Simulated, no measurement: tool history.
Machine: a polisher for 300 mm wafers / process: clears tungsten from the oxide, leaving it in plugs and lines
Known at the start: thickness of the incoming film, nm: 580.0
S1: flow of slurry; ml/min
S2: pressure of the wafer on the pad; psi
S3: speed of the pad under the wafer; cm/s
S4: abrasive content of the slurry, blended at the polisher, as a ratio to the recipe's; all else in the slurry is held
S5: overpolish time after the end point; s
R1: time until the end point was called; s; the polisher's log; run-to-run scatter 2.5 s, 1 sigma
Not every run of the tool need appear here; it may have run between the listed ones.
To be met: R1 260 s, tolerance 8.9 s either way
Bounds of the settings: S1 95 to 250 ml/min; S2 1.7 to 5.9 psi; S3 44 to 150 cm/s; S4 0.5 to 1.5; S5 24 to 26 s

run    day   S1   S2  S3  S4  S5      R1
  1      0  160  3.8  96   1  24  132.84
  2  0.071  160  3.8  82   1  24  154.63
  3  0.192  155  3.2  82   1  24  182.64
  4  0.567  155  2.9  82   1  24  203.92
  5  0.638  155  2.9  98   1  24  172.28
  6  0.696  155  3.4  98   1  24  146.63
  7  0.792  155  2.9  96   1  24  174.09
  8  0.867  150  2.5  94   1  24  205.08
  9  0.942  145  2.3  94   1  24     227
 10  1.275  135  2.3  94   1  24  227.29
 11  1.438  125  2.2  94   1  24  241.21
 12  1.692  105    2  94   1  24  272.76
 13  1.842  110    2  94   1  24  269.23

Pick the move, out of 4, that brings all results within their allowed miss; only one does.
  A  1.992  110    2  88  0.95  26   ?
  B  1.992  125  2.2  82  1.25  24   ?
  C  1.992  105  2.1  84  1.05  24   ?
  D  1.992   95  1.9  94  0.95  26   ?

move      R1
   A   286.8
   B   260.4
   C  283.87
   D  290.81
A: its largest miss is bigger than the last run's
B: all results in spec
C: its largest miss is bigger than the last run's
D: its largest miss is bigger than the last run's
B meets every target.
